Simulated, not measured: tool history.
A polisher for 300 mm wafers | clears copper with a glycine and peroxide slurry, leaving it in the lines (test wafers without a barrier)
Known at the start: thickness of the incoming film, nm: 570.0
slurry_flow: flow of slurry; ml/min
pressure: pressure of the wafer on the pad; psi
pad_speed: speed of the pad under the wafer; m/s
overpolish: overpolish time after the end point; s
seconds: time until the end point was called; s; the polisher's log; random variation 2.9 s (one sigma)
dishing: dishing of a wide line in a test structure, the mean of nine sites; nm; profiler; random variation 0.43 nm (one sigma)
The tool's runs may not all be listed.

run 1 day=0 | slurry_flow=225 pressure=2.9 pad_speed=0.96 overpolish=27 | seconds=101.77 dishing=61.268
run 2 day=0.2 | slurry_flow=225 pressure=2.9 pad_speed=0.96 overpolish=36 | seconds=108.71 dishing=72.148
run 3 day=0.396 | slurry_flow=275 pressure=2.9 pad_speed=0.96 overpolish=36 | seconds=105.94 dishing=73.546
run 4 day=0.508 | slurry_flow=255 pressure=2.7 pad_speed=0.92 overpolish=32 | seconds=114.75 dishing=65.879
run 5 day=0.604 | slurry_flow=285 pressure=2.7 pad_speed=0.92 overpolish=32 | seconds=113.57 dishing=65.773
run 6 day=0.958 | slurry_flow=265 pressure=2.5 pad_speed=0.88 overpolish=29 | seconds=121.97 dishing=60.024
run 7 day=1.288 | slurry_flow=245 pressure=2.3 pad_speed=0.84 overpolish=26 | seconds=135.79 dishing=53.368
run 8 day=1.646 | slurry_flow=230 pressure=2.2 pad_speed=0.82 overpolish=23 | seconds=141.4 dishing=46.996

Forecast run 9:
run 9 day=1.804 | slurry_flow=230 pressure=2.2 pad_speed=0.82 overpolish=23 | seconds=? dishing=?

{"run 9": {"seconds": 145.1, "dishing": 48.349}}
